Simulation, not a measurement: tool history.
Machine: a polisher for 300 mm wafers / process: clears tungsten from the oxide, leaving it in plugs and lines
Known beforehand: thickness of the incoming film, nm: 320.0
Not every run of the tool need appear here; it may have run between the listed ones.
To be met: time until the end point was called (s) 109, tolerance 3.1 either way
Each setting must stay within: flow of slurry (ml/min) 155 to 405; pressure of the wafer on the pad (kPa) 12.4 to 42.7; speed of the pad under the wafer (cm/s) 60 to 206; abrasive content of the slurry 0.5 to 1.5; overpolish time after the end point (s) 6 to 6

run,hour,flow of slurry (ml/min),pressure of the wafer on the pad (kPa),speed of the pad under the wafer (cm/s),abrasive content of the slurry,overpolish time after the end point (s),time until the end point was called (s)
1,0,260,27.6,132,1,6,47.741
2,6.3,260,27.6,132,1,6,48.142
3,8.4,260,24.1,126,1,6,55.924
4,9.3,260,24.1,110,1,6,62.613
5,11.5,260,24.1,110,1,6,62.314
6,19.2,220,24.1,110,1,6,65.05
7,19.9,210,22.1,108,1,6,70.053
8,20.8,205,20,104,1,6,79.147
9,28.8,200,18.6,104,1,6,84.473
10,30.9,195,17.2,104,1,6,91.055
11,37.5,195,17.2,104,1,6,91.809
12,46.1,195,16.5,104,1,6,94.33
13,53.9,190,12.4,104,1,6,122.46
14,56.8,190,13.1,104,1,6,116.65

Next run, 4 choices. One meets every target within its allowed miss, the rest don't. Which?
A,59.7,190,15.2,72,1.2,6,?
B,59.7,210,12.4,92,1.25,6,?
C,59.7,200,13.1,94,0.95,6,?
D,59.7,295,13.1,116,0.75,6,?

move,time until the end point was called (s)
A,125.52
B,125.01
C,125.01
D,107.66
A: moves away from the targets compared with the last run
B: moves away from the targets compared with the last run
C: moves away from the targets compared with the last run
D: each result inside its tolerance
The right move is D.
